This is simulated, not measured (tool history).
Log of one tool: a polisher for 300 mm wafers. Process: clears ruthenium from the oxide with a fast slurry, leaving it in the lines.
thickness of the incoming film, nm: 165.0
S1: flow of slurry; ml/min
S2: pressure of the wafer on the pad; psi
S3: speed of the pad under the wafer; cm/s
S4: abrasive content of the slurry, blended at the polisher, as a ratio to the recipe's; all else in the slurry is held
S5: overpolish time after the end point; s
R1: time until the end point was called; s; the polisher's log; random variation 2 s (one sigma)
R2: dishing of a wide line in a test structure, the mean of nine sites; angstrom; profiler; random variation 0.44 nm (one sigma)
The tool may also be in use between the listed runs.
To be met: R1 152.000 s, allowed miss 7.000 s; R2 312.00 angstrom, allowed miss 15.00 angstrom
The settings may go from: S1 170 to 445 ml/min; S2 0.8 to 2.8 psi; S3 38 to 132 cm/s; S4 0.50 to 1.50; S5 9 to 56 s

run,day,S1,S2,S3,S4,S5,R1,R2
1,0.000,285,1.8,84,1.00,29,69.902,541.01
2,0.096,285,1.5,80,1.00,30,86.393,466.50
3,0.317,285,1.9,80,1.00,30,68.793,566.63
4,0.417,285,1.9,92,1.00,30,61.329,631.59
5,0.721,285,1.6,84,1.00,31,77.538,526.93
6,0.900,285,1.4,78,1.00,32,95.433,462.88
7,1.258,285,1.2,76,1.00,32,106.630,407.95
8,1.354,285,1.1,72,1.00,32,121.100,364.85
9,1.392,285,1.0,70,1.00,32,135.100,331.46

Which of these 5 next moves meets every target?
A,1.429,175,1.2,88,0.70,27,?,?
B,1.429,350,1.4,58,0.85,25,?,?
C,1.429,275,1.0,76,0.85,27,?,?
D,1.429,260,0.9,64,1.15,33,?,?
E,1.429,275,0.9,70,1.10,35,?,?

move,R1,R2
A,124.400,321.23
B,135.620,276.16
C,138.730,290.47
D,154.060,317.37
E,143.220,358.03
A: further off than the last run
B: as far off as the last run
C: nearer than the last run, and not there yet
D: meets every target
E: further off than the last run
The right move is D.
